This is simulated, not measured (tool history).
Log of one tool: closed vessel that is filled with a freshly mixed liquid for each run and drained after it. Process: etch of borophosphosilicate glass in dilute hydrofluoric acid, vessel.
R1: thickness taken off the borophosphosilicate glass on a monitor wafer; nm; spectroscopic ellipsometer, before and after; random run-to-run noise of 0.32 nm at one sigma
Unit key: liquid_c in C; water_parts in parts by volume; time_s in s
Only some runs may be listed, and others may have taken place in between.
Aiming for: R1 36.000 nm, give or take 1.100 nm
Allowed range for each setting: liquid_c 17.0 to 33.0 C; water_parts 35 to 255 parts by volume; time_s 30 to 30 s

Run 1, day 0.000: liquid_c 25.0 C, water_parts 145 parts by volume, time_s 30 s. Result: R1 14.163 nm.
Run 2, day 0.117: liquid_c 23.5 C, water_parts 145 parts by volume, time_s 30 s. Result: R1 13.272 nm.
Run 3, day 0.429: liquid_c 23.5 C, water_parts 145 parts by volume, time_s 30 s. Result: R1 13.144 nm.
Run 4, day 0.800: liquid_c 25.5 C, water_parts 130 parts by volume, time_s 30 s. Result: R1 16.088 nm.
Run 5, day 1.038: liquid_c 25.5 C, water_parts 130 parts by volume, time_s 30 s. Result: R1 16.170 nm.
Run 6, day 1.138: liquid_c 27.0 C, water_parts 115 parts by volume, time_s 30 s. Result: R1 19.929 nm.
Run 7, day 1.300: liquid_c 28.5 C, water_parts 105 parts by volume, time_s 30 s. Result: R1 22.819 nm.
Run 8, day 1.475: liquid_c 29.5 C, water_parts 95 parts by volume, time_s 30 s. Result: R1 27.042 nm.
Run 9, day 1.529: liquid_c 33.0 C, water_parts 80 parts by volume, time_s 30 s. Result: R1 37.615 nm.

Exactly one of the 4 candidate moves below puts every result within its allowed miss. Which one?
Run A, day 1.583: liquid_c 32.0 C, water_parts 80 parts by volume, time_s 30 s. Result: R1 ?.
Run B, day 1.583: liquid_c 33.0 C, water_parts 75 parts by volume, time_s 30 s. Result: R1 ?.
Run C, day 1.583: liquid_c 32.0 C, water_parts 75 parts by volume, time_s 30 s. Result: R1 ?.
Run D, day 1.583: liquid_c 32.5 C, water_parts 75 parts by volume, time_s 30 s. Result: R1 ?.

move      R1
   A  35.762
   B  39.910
   C  38.441
   D  39.170
A: every result lands within tolerance
B: further off than the last run
C: further off than the last run
D: further off than the last run
Go with A: it meets all targets.

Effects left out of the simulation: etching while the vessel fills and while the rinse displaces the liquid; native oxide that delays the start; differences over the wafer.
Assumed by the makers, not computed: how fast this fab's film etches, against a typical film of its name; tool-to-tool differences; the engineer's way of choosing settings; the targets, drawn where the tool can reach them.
